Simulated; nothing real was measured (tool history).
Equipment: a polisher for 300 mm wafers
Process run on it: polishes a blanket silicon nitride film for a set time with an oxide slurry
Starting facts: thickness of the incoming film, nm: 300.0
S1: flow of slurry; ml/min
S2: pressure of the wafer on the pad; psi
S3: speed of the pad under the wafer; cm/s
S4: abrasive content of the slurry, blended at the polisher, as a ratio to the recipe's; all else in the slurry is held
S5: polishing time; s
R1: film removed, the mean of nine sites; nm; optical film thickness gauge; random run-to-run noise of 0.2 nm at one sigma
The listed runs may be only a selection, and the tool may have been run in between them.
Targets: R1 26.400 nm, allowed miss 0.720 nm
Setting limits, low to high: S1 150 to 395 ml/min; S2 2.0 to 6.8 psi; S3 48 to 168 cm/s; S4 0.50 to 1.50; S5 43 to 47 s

run 1 hour=0.0 | S1=250 S2=4.4 S3=108 S4=1.00 S5=47 | R1=33.681
run 2 hour=4.0 | S1=250 S2=4.4 S3=108 S4=1.00 S5=47 | R1=33.557
run 3 hour=12.7 | S1=250 S2=4.4 S3=108 S4=1.10 S5=47 | R1=35.589
run 4 hour=16.4 | S1=245 S2=4.0 S3=108 S4=1.10 S5=47 | R1=33.206
run 5 hour=17.3 | S1=245 S2=5.0 S3=108 S4=1.10 S5=47 | R1=39.380
run 6 hour=24.1 | S1=240 S2=4.4 S3=108 S4=1.10 S5=47 | R1=35.313
run 7 hour=31.0 | S1=235 S2=4.0 S3=108 S4=1.10 S5=47 | R1=32.510
run 8 hour=36.4 | S1=225 S2=3.7 S3=108 S4=1.10 S5=47 | R1=30.752
run 9 hour=41.1 | S1=220 S2=3.5 S3=108 S4=1.10 S5=47 | R1=29.575
run 10 hour=46.4 | S1=215 S2=3.3 S3=108 S4=1.10 S5=47 | R1=28.210

Which single option among these 4 for the next run brings every result within its allowed miss of target? Just one does.
run A hour=51.7 | S1=150 S2=3.8 S3=128 S4=0.75 S5=47 | R1=?
run B hour=51.7 | S1=235 S2=3.5 S3=96 S4=1.05 S5=43 | R1=?
run C hour=51.7 | S1=220 S2=3.6 S3=102 S4=1.05 S5=46 | R1=?
run D hour=51.7 | S1=230 S2=3.5 S3=98 S4=1.10 S5=47 | R1=?

move=A R1=26.380
move=B R1=24.809
move=C R1=27.943
move=D R1=28.080
A: every result lands within tolerance
B: takes the biggest miss from the last run beyond its target
C: nearer than the last run, and not there yet
D: nearer than the last run, and not there yet
Correct choice: A, which meets every target
